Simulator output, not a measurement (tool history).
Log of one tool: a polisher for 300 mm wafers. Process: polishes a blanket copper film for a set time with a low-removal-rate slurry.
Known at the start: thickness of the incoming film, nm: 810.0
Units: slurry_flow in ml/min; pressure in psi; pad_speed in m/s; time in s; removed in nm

run 1 hour=0.0 | slurry_flow=135 pressure=2.2 pad_speed=0.88 slurry_solids=1.0 time=51 | removed=80.053
run 2 hour=3.5 | slurry_flow=135 pressure=2.0 pad_speed=0.88 slurry_solids=1.0 time=51 | removed=74.404
run 3 hour=5.4 | slurry_flow=135 pressure=1.9 pad_speed=0.88 slurry_solids=1.0 time=51 | removed=72.329
run 4 hour=9.5 | slurry_flow=135 pressure=1.8 pad_speed=0.88 slurry_solids=1.0 time=51 | removed=68.937
run 5 hour=18.2 | slurry_flow=165 pressure=1.8 pad_speed=0.88 slurry_solids=1.0 time=51 | removed=70.145
run 6 hour=21.7 | slurry_flow=165 pressure=1.7 pad_speed=0.88 slurry_solids=1.0 time=51 | removed=68.315
run 7 hour=29.2 | slurry_flow=165 pressure=1.6 pad_speed=0.88 slurry_solids=1.0 time=51 | removed=65.059

The next listed run, before its measurement:
run 8 hour=34.3 | slurry_flow=165 pressure=1.5 pad_speed=0.88 slurry_solids=1.0 time=51 | removed=?

removed: 61.580 nm
